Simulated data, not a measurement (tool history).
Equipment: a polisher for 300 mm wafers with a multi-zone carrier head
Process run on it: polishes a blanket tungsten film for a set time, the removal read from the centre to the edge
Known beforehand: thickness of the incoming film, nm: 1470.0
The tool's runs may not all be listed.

run,hour,flow of slurry (ml/min),pressure of the head's centre zone,pressure of the head's middle zone,pressure of the head's edge zone,abrasive content of the slurry,polishing time (s),film removed at the wafer's centre (nm),film removed at mid-radius (nm),film removed at the wafer's edge (nm)
1,0,270,1,1,1,1,39,186.27,183.83,187.31
2,1.1,270,1,0.94,1,1,39,184.94,181.99,185.39
3,7.3,270,1,0.94,1,0.9,39,178.49,171.73,182.64
4,12.6,275,1,0.96,1.01,0.95,39,182.07,182.82,189.13
5,20.5,285,1.01,0.97,1.02,0.95,39,187.68,182.83,186.66
6,23.1,285,1.01,0.97,1.09,0.95,39,184.44,178.98,194.32
7,26.1,290,1.01,0.99,1.09,0.95,39,184.57,183.73,193.66

The next listed run, before its measurement:
8,34.5,295,1.01,1,1.1,0.95,39,?,?,?

Run 8 came out at film removed at the wafer's centre (nm) 186.86, film removed at mid-radius (nm) 188.17, film removed at the wafer's edge (nm) 196.14.
